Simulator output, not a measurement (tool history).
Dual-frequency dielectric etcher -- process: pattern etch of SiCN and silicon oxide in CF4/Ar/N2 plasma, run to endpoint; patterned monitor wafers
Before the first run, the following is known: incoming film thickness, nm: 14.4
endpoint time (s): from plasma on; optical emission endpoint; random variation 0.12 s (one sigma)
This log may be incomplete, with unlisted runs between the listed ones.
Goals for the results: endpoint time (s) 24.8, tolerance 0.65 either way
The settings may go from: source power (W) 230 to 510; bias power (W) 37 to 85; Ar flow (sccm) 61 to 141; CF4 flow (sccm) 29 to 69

run  hour  source power (W)  bias power (W)  Ar flow (sccm)  CF4 flow (sccm)  endpoint time (s)
  1     0               370              61             101               49              20.14
  2   6.3               340              60             101               49             21.493
  3  14.5               340              67             101               49             20.914
  4  22.9               320              66             101               49              22.06
  5  24.3               320              66             110               49             22.504
  6    30               320              62             110               49             22.785
  7  32.1               310              62             110               49             23.458
  8  35.9               300              62             110               49             24.157

5 candidate next runs follow, results not yet known. Just one meets every target within its allowed miss. Identify it.
  A  39.7               360              52             135               52                  ?
  B  39.7               310              72             115               46                  ?
  C  39.7               320              55              98               46                  ?
  D  39.7               320              65             124               51                  ?
  E  39.7               280              62              85               44                  ?

move  endpoint time (s)
   A             22.313
   B             22.614
   C             23.422
   D             22.678
   E             24.831
A: moves away from the targets compared with the last run
B: moves away from the targets compared with the last run
C: moves away from the targets compared with the last run
D: moves away from the targets compared with the last run
E: in spec on every target
E is the move that brings every result within its allowed miss.
